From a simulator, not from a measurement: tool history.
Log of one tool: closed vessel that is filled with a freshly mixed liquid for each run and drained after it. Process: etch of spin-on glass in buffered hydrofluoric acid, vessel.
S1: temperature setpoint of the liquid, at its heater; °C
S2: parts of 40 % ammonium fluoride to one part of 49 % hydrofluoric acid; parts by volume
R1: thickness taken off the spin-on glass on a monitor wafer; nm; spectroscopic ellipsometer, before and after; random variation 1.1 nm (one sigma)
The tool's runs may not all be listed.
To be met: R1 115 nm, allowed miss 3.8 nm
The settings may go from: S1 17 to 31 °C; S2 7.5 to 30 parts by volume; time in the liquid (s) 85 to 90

Run 1, hour 0: S1 23 °C, S2 22 parts by volume, time in the liquid (s) 85. Result: R1 82.221 nm.
Run 2, hour 7.2: S1 23 °C, S2 22 parts by volume, time in the liquid (s) 85. Result: R1 82.609 nm.
Run 3, hour 10.8: S1 23 °C, S2 24.5 parts by volume, time in the liquid (s) 85. Result: R1 76.699 nm.
Run 4, hour 16.7: S1 25 °C, S2 24 parts by volume, time in the liquid (s) 85. Result: R1 87.648 nm.
Run 5, hour 20.4: S1 26.5 °C, S2 24 parts by volume, time in the liquid (s) 85. Result: R1 94.222 nm.
Run 6, hour 23.3: S1 27.5 °C, S2 24 parts by volume, time in the liquid (s) 85. Result: R1 100.82 nm.
Run 7, hour 28.9: S1 28 °C, S2 24 parts by volume, time in the liquid (s) 85. Result: R1 102.78 nm.
Run 8, hour 35.7: S1 28.5 °C, S2 24 parts by volume, time in the liquid (s) 85. Result: R1 104.44 nm.
Run 9, hour 44.5: S1 29 °C, S2 24 parts by volume, time in the liquid (s) 85. Result: R1 108.92 nm.
Run 10, hour 47.7: S1 29 °C, S2 24 parts by volume, time in the liquid (s) 85. Result: R1 107.69 nm.
At hour 55.8: thermometer replaced.
Run 11, hour 55.8: S1 29.5 °C, S2 24 parts by volume, time in the liquid (s) 85. Result: R1 122.1 nm.
Run 12, hour 58.8: S1 29 °C, S2 24 parts by volume, time in the liquid (s) 85. Result: R1 121.68 nm.

4 next moves are on the table. One of them brings every result within its allowed miss. Which?
Run A, hour 61.8: S1 28.5 °C, S2 27 parts by volume, time in the liquid (s) 85. Result: R1 ?.
Run B, hour 61.8: S1 26.5 °C, S2 23 parts by volume, time in the liquid (s) 85. Result: R1 ?.
Run C, hour 61.8: S1 27.5 °C, S2 25 parts by volume, time in the liquid (s) 90. Result: R1 ?.
Run D, hour 61.8: S1 27.5 °C, S2 26 parts by volume, time in the liquid (s) 85. Result: R1 ?.

move      R1
   A  107.92
   B  108.18
   C  114.16
   D  104.96
A: takes the result that was furthest off past its target
B: takes the result that was furthest off past its target
C: meets every target
D: takes the result that was furthest off past its target
Move C is the one to make.
